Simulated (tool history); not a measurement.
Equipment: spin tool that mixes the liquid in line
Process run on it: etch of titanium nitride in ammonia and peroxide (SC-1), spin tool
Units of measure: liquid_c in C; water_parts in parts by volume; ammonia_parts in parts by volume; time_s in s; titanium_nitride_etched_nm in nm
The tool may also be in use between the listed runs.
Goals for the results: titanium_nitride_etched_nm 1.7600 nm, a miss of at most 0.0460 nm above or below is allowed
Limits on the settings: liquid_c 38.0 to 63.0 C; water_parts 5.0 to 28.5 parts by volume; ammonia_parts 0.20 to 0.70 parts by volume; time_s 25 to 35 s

run	hour	liquid_c	water_parts	ammonia_parts	time_s	titanium_nitride_etched_nm
1	0.0	47.0	15.5	0.40	35	2.2951
2	8.6	47.0	12.0	0.40	35	2.6310
3	14.3	46.0	12.0	0.40	35	2.4331
4	17.6	52.5	12.0	0.40	35	3.8580
5	21.8	50.5	12.0	0.40	35	3.3753
6	25.8	50.5	12.0	0.40	25	2.4067
7	28.5	49.5	12.0	0.40	25	2.2369
8	34.7	49.0	12.0	0.40	25	2.1460
9	39.1	48.5	12.0	0.40	25	2.0882
10	42.8	48.0	12.0	0.40	25	1.9944
11	46.3	47.5	12.0	0.40	25	1.9361
12	53.2	47.0	12.0	0.40	25	1.8548

Which one of the following 4 next-run settings gets every result inside its allowed miss? There is exactly one.
A	60.1	44.5	11.0	0.45	25	?
B	60.1	44.5	11.5	0.25	30	?
C	60.1	48.5	18.0	0.40	25	?
D	60.1	42.5	14.5	0.30	35	?

move	titanium_nitride_etched_nm
A	1.6852
B	1.7725
C	1.6771
D	1.6309
A: pushes the last run's worst result past its target
B: hits every target within its allowed miss
C: pushes the last run's worst result past its target
D: pushes the last run's worst result past its target
Go with B: it meets all targets.
